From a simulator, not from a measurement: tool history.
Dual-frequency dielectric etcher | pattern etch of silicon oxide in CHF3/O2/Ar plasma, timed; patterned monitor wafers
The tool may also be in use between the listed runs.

run  hour  source power (kW)  bias power (kW)  etch time (s)  mean etch depth across the wafer (Å)
  1     0               0.74            0.221          444.5                                9319.7
  2   1.5               0.74            0.199          444.5                                8961.5
  3   9.9               0.76            0.203            445                                9102.7
  4  10.7               0.87            0.203            445                                9628.4
  5    18               0.88            0.206          445.5                                9756.1
  6    25               0.88            0.206            464                                 10123
  7  29.1               0.89            0.207            464                                 10197

Estimate the outcome of run 8 from the log above:
  8  31.6                0.9            0.208            464                                     ?

mean etch depth across the wafer (Å): 10254

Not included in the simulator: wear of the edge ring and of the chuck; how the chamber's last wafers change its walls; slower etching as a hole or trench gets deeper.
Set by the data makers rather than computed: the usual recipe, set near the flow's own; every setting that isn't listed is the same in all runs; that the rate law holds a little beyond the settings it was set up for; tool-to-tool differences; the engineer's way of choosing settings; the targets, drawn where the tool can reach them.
